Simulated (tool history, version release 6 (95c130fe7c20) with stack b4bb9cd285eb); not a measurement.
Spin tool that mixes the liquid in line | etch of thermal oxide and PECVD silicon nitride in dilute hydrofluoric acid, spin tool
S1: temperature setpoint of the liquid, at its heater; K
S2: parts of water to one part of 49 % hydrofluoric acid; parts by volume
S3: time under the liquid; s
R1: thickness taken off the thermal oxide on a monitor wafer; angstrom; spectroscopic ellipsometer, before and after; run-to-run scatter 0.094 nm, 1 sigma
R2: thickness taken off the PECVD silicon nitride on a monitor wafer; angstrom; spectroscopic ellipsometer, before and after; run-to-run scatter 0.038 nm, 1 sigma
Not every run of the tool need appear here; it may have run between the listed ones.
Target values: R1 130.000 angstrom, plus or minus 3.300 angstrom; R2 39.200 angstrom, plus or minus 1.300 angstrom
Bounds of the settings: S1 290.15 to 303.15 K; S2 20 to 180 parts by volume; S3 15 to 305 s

Run 1, day 0.000: S1 295.15 K, S2 100 parts by volume, S3 155 s. Result: R1 69.998 angstrom, R2 22.456 angstrom.
Run 2, day 0.292: S1 295.15 K, S2 115 parts by volume, S3 155 s. Result: R1 60.031 angstrom, R2 19.726 angstrom.
Run 3, day 0.592: S1 295.65 K, S2 95 parts by volume, S3 150 s. Result: R1 74.051 angstrom, R2 23.100 angstrom.
Run 4, day 0.846: S1 296.65 K, S2 85 parts by volume, S3 145 s. Result: R1 85.306 angstrom, R2 27.147 angstrom.
Run 5, day 0.950: S1 298.15 K, S2 85 parts by volume, S3 145 s. Result: R1 89.012 angstrom, R2 30.145 angstrom.
Run 6, day 1.188: S1 295.65 K, S2 85 parts by volume, S3 145 s. Result: R1 79.944 angstrom, R2 25.588 angstrom.
Run 7, day 1.254: S1 295.65 K, S2 75 parts by volume, S3 145 s. Result: R1 91.668 angstrom, R2 28.297 angstrom.
Run 8, day 1.429: S1 296.15 K, S2 70 parts by volume, S3 140 s. Result: R1 98.180 angstrom, R2 31.018 angstrom.
Run 9, day 1.583: S1 296.15 K, S2 65 parts by volume, S3 140 s. Result: R1 107.090 angstrom, R2 33.215 angstrom.
Run 10, day 1.658: S1 296.15 K, S2 60 parts by volume, S3 140 s. Result: R1 116.630 angstrom, R2 35.707 angstrom.
Run 11, day 1.717: S1 296.15 K, S2 60 parts by volume, S3 140 s. Result: R1 115.370 angstrom, R2 35.272 angstrom.

5 next moves are on the table. One of them brings every result within its allowed miss. Which?
Run A, day 1.775: S1 295.65 K, S2 55 parts by volume, S3 145 s. Result: R1 ?, R2 ?.
Run B, day 1.775: S1 292.65 K, S2 45 parts by volume, S3 140 s. Result: R1 ?, R2 ?.
Run C, day 1.775: S1 294.65 K, S2 45 parts by volume, S3 115 s. Result: R1 ?, R2 ?.
Run D, day 1.775: S1 300.15 K, S2 70 parts by volume, S3 125 s. Result: R1 ?, R2 ?.
Run E, day 1.775: S1 300.65 K, S2 80 parts by volume, S3 130 s. Result: R1 ?, R2 ?.

move       R1      R2
   A  129.380  38.524
   B  136.210  36.771
   C  121.810  34.701
   D  103.080  35.360
   E   94.351  33.275
A: hits every target within its allowed miss
B: pushes the last run's worst result past its target
C: nearer the targets than the last run, but a result is still out of spec
D: misses by more than the last run did
E: misses by more than the last run did
Move A is the one to make.

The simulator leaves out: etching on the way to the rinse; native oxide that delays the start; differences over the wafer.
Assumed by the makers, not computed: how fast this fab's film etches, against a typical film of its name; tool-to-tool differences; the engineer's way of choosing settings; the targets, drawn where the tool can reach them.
